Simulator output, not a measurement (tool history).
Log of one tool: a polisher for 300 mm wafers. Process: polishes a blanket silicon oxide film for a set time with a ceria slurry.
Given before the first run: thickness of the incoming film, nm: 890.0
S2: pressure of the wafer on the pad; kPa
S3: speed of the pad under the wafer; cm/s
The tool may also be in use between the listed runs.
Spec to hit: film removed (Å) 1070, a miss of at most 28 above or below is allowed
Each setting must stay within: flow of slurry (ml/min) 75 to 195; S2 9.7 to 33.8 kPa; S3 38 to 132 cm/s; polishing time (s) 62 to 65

Run 1, hour 0: flow of slurry (ml/min) 125, S2 21.4 kPa, S3 84 cm/s, polishing time (s) 62. Result: film removed (Å) 2621.4.
Run 2, hour 7.7: flow of slurry (ml/min) 120, S2 20 kPa, S3 80 cm/s, polishing time (s) 62. Result: film removed (Å) 2360.1.
Run 3, hour 14.2: flow of slurry (ml/min) 120, S2 20 kPa, S3 80 cm/s, polishing time (s) 65. Result: film removed (Å) 2447.9.
Run 4, hour 19.1: flow of slurry (ml/min) 115, S2 18.6 kPa, S3 76 cm/s, polishing time (s) 65. Result: film removed (Å) 2186.4.
Run 5, hour 27.2: flow of slurry (ml/min) 115, S2 15.9 kPa, S3 76 cm/s, polishing time (s) 65. Result: film removed (Å) 1869.4.
Run 6, hour 27.7: flow of slurry (ml/min) 115, S2 20 kPa, S3 76 cm/s, polishing time (s) 65. Result: film removed (Å) 2324.2.
Run 7, hour 35.2: flow of slurry (ml/min) 110, S2 18.6 kPa, S3 74 cm/s, polishing time (s) 65. Result: film removed (Å) 2114.8.
At hour 36.5: head pressure recalibrated.
Run 8, hour 36.5: flow of slurry (ml/min) 110, S2 17.2 kPa, S3 72 cm/s, polishing time (s) 65. Result: film removed (Å) 1691.4.

Exercise: of the 4 proposed moves below, exactly one satisfies all targets within the stated allowed misses. Which move is it?
Run A, hour 37.8: flow of slurry (ml/min) 105, S2 15.9 kPa, S3 46 cm/s, polishing time (s) 62. Result: film removed (Å) ?.
Run B, hour 37.8: flow of slurry (ml/min) 130, S2 14.5 kPa, S3 54 cm/s, polishing time (s) 62. Result: film removed (Å) ?.
Run C, hour 37.8: flow of slurry (ml/min) 90, S2 13.1 kPa, S3 68 cm/s, polishing time (s) 62. Result: film removed (Å) ?.
Run D, hour 37.8: flow of slurry (ml/min) 100, S2 10.3 kPa, S3 64 cm/s, polishing time (s) 62. Result: film removed (Å) ?.

move  film removed (Å)
   A            992.55
   B            1093.7
   C            1172.4
   D            899.18
A: the result that was furthest off in the last run now lies on the other side of its target
B: hits every target within its allowed miss
C: closer than the last run, but not yet in spec
D: the result that was furthest off in the last run now lies on the other side of its target
Correct choice: B, which meets every target
